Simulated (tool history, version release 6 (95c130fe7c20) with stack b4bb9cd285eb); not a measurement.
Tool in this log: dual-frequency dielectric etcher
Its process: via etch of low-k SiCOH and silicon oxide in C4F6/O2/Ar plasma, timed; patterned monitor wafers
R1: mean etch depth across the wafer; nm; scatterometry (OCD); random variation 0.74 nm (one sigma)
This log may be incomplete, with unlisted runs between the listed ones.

run 1 day=0 | source_power_(W)=300 bias_power_(W)=248 etch_time_(s)=100 | R1=295.94
run 2 day=0.104 | source_power_(W)=330 bias_power_(W)=257 etch_time_(s)=100 | R1=315.41
run 3 day=0.392 | source_power_(W)=330 bias_power_(W)=214 etch_time_(s)=100 | R1=286.72
run 4 day=0.512 | source_power_(W)=330 bias_power_(W)=214 etch_time_(s)=105 | R1=300.48
run 5 day=0.554 | source_power_(W)=330 bias_power_(W)=193 etch_time_(s)=105 | R1=285.87
run 6 day=0.842 | source_power_(W)=330 bias_power_(W)=166 etch_time_(s)=105 | R1=262.83
run 7 day=0.908 | source_power_(W)=360 bias_power_(W)=185 etch_time_(s)=105 | R1=289.1
run 8 day=1.038 | source_power_(W)=380 bias_power_(W)=201 etch_time_(s)=105 | R1=309.04

The next listed run, before its measurement:
run 9 day=1.133 | source_power_(W)=390 bias_power_(W)=212 etch_time_(s)=105 | R1=?

R1: 320.74 nm
